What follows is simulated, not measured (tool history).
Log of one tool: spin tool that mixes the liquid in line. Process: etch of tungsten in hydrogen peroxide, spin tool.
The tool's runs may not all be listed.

| run | hour | temperature setpoint of the liquid (C) | concentration of hydrogen peroxide in the mixed liquid (% by weight) | time under the liquid (s) | thickness taken off the tungsten on a monitor wafer (Å) |
|---|---|---|---|---|---|
| 1 | 0.0 | 52.0 | 20.5 | 55 | 961.49 |
| 2 | 4.8 | 52.0 | 20.5 | 55 | 945.72 |
| 3 | 6.3 | 52.0 | 20.5 | 55 | 957.33 |
| 4 | 12.0 | 52.0 | 20.5 | 55 | 960.95 |
| 5 | 19.3 | 52.0 | 20.5 | 55 | 958.77 |
| 6 | 23.1 | 52.0 | 20.5 | 55 | 964.45 |
| 7 | 25.7 | 52.0 | 20.5 | 55 | 957.81 |
| 8 | 29.0 | 55.5 | 20.5 | 55 | 1179.50 |
| 9 | 30.7 | 58.0 | 20.5 | 55 | 1380.20 |
| 10 | 32.9 | 60.0 | 20.5 | 55 | 1558.60 |

Forecast run 11:
| 11 | 39.0 | 61.5 | 20.5 | 55 | ? |

{"run 11": {"thickness taken off the tungsten on a monitor wafer (Å)": 1702.7}}
